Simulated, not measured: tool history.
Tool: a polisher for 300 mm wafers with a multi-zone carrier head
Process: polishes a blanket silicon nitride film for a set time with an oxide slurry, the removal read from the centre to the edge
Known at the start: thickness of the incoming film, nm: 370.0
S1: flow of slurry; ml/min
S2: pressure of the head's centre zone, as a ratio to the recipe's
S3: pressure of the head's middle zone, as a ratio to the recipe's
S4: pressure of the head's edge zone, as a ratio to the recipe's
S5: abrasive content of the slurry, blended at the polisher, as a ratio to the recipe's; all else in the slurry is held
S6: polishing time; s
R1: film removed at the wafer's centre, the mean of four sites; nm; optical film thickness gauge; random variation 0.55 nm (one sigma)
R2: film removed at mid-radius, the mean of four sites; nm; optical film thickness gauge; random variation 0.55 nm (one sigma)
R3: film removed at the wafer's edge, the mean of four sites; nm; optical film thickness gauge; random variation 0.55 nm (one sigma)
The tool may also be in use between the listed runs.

Run 1, hour 0: S1 315 ml/min, S2 1, S3 1, S4 1, S5 1, S6 65 s. Result: R1 49.31 nm, R2 49.787 nm, R3 49.224 nm.
Run 2, hour 6.6: S1 315 ml/min, S2 1.08, S3 1, S4 1, S5 1, S6 65 s. Result: R1 54.102 nm, R2 49.885 nm, R3 48.971 nm.
Run 3, hour 9.6: S1 320 ml/min, S2 1.09, S3 1.01, S4 1.03, S5 1.05, S6 65 s. Result: R1 56.042 nm, R2 51.775 nm, R3 51.127 nm.
Run 4, hour 15.1: S1 330 ml/min, S2 1.11, S3 1.02, S4 1.06, S5 1.1, S6 65 s. Result: R1 58.87 nm, R2 53.902 nm, R3 53.681 nm.
Run 5, hour 18.7: S1 330 ml/min, S2 1.06, S3 1.02, S4 1.06, S5 1.1, S6 65 s. Result: R1 56.651 nm, R2 54.03 nm, R3 53.332 nm.
Run 6, hour 25.6: S1 290 ml/min, S2 1.06, S3 1.02, S4 1.06, S5 1.1, S6 65 s. Result: R1 55.063 nm, R2 53.509 nm, R3 53.319 nm.
Run 7, hour 30.6: S1 295 ml/min, S2 1.08, S3 1.03, S4 1.08, S5 1.15, S6 65 s. Result: R1 58.54 nm, R2 55.39 nm, R3 55.075 nm.
Run 8, hour 31.7: S1 300 ml/min, S2 1.09, S3 1.04, S4 1.1, S5 1.2, S6 65 s. Result: R1 60.114 nm, R2 56.064 nm, R3 57.265 nm.

Run 9 comes next. What will it give?
Run 9, hour 33.4: S1 310 ml/min, S2 1.11, S3 1.06, S4 1.11, S5 1.25, S6 65 s. Result: R1 ?, R2 ?, R3 ?.

R1: 62.735 nm
R2: 59.366 nm
R3: 57.872 nm
